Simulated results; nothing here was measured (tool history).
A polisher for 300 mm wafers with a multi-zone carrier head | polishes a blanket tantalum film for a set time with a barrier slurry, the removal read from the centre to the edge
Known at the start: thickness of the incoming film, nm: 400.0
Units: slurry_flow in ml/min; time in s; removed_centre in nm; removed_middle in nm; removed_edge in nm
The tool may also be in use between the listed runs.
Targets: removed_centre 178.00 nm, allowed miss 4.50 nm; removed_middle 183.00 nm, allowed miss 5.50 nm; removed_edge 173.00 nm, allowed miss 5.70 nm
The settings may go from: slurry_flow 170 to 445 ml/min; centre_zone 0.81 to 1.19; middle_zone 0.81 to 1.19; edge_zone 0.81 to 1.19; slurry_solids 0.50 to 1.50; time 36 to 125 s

run	hour	slurry_flow	centre_zone	middle_zone	edge_zone	slurry_solids	time	removed_centre	removed_middle	removed_edge
1	0.0	285	1.00	1.00	1.00	1.00	80	143.84	141.19	145.43
2	3.4	290	1.01	1.02	1.02	1.05	80	148.56	148.44	152.81
3	10.3	290	1.01	1.02	1.02	1.05	95	177.74	173.62	177.32
4	16.3	290	1.01	1.02	1.02	0.85	95	166.82	166.94	166.78
5	23.7	290	1.01	0.94	1.02	0.85	95	165.73	157.33	169.12
6	27.8	300	1.01	0.96	1.02	0.85	95	166.18	159.16	170.41
7	36.6	305	1.01	0.98	1.02	0.85	95	166.15	164.06	168.48
8	41.7	315	1.02	0.99	1.02	0.85	95	167.32	162.42	171.72
9	44.8	310	1.02	1.01	1.02	0.85	95	167.23	168.50	164.70
10	49.8	315	1.02	1.02	1.03	0.85	95	166.27	167.83	168.15

5 next moves are on the table. One of them brings every result within its allowed miss. Which?
A	54.8	255	1.17	0.97	1.02	0.85	95	?	?	?
B	54.8	265	1.10	1.02	0.99	1.10	92	?	?	?
C	54.8	330	0.99	1.04	0.93	1.00	98	?	?	?
D	54.8	360	0.88	1.05	1.14	0.85	93	?	?	?
E	54.8	290	0.93	1.00	1.08	0.75	98	?	?	?

move	removed_centre	removed_middle	removed_edge
A	187.11	159.00	165.53
B	185.04	172.25	169.76
C	180.70	186.35	174.68
D	150.08	171.87	175.69
E	155.88	164.56	171.12
A: further off than the last run
B: nearer than the last run, and not there yet
C: meets every target
D: further off than the last run
E: further off than the last run
Answer: C

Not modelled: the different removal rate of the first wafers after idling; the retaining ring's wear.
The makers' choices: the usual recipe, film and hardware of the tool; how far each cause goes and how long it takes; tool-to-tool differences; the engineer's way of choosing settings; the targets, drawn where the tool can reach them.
